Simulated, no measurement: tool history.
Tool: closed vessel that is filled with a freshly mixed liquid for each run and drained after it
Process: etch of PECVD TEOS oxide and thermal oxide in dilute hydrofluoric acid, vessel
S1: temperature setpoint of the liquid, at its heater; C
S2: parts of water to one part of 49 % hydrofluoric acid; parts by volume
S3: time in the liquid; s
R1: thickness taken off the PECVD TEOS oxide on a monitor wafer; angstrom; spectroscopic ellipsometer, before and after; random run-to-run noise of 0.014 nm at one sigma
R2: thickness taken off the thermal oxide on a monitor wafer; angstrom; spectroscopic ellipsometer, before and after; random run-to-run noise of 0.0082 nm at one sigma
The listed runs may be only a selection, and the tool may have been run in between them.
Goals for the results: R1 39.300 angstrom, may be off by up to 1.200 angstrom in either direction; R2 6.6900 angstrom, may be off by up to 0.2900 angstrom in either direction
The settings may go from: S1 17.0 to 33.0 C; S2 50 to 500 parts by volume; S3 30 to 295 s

Run 1, hour 0.0: S1 25.0 C, S2 275 parts by volume, S3 150 s. Result: R1 135.420 angstrom, R2 22.9110 angstrom.
Run 2, hour 6.2: S1 24.0 C, S2 275 parts by volume, S3 150 s. Result: R1 131.580 angstrom, R2 22.1030 angstrom.
Run 3, hour 10.9: S1 24.0 C, S2 275 parts by volume, S3 100 s. Result: R1 86.854 angstrom, R2 14.7100 angstrom.
Run 4, hour 15.4: S1 22.0 C, S2 310 parts by volume, S3 100 s. Result: R1 70.212 angstrom, R2 11.6840 angstrom.
Run 5, hour 16.5: S1 21.0 C, S2 340 parts by volume, S3 100 s. Result: R1 59.793 angstrom, R2 10.2620 angstrom.
Run 6, hour 25.4: S1 23.0 C, S2 340 parts by volume, S3 100 s. Result: R1 64.537 angstrom, R2 11.1410 angstrom.
Run 7, hour 33.6: S1 23.0 C, S2 340 parts by volume, S3 100 s. Result: R1 64.034 angstrom, R2 11.2300 angstrom.
Run 8, hour 42.1: S1 21.5 C, S2 360 parts by volume, S3 100 s. Result: R1 56.480 angstrom, R2 9.5384 angstrom.
Run 9, hour 45.8: S1 21.0 C, S2 380 parts by volume, S3 100 s. Result: R1 51.656 angstrom, R2 8.7626 angstrom.
Run 10, hour 51.3: S1 20.5 C, S2 395 parts by volume, S3 100 s. Result: R1 48.336 angstrom, R2 8.3102 angstrom.

Which one of the following 4 next-run settings gets every result inside its allowed miss? There is exactly one.
Run A, hour 56.8: S1 21.0 C, S2 470 parts by volume, S3 110 s. Result: R1 ?, R2 ?.
Run B, hour 56.8: S1 17.0 C, S2 375 parts by volume, S3 85 s. Result: R1 ?, R2 ?.
Run C, hour 56.8: S1 24.5 C, S2 460 parts by volume, S3 95 s. Result: R1 ?, R2 ?.
Run D, hour 56.8: S1 20.0 C, S2 485 parts by volume, S3 120 s. Result: R1 ?, R2 ?.

move      R1      R2
   A  42.635  7.2323
   B  38.751  6.5733
   C  42.483  7.2066
   D  43.086  7.3089
A: gains on the last run, yet a result remains outside its allowed miss
B: all results in spec
C: gains on the last run, yet a result remains outside its allowed miss
D: gains on the last run, yet a result remains outside its allowed miss
Correct choice: B, which meets every target
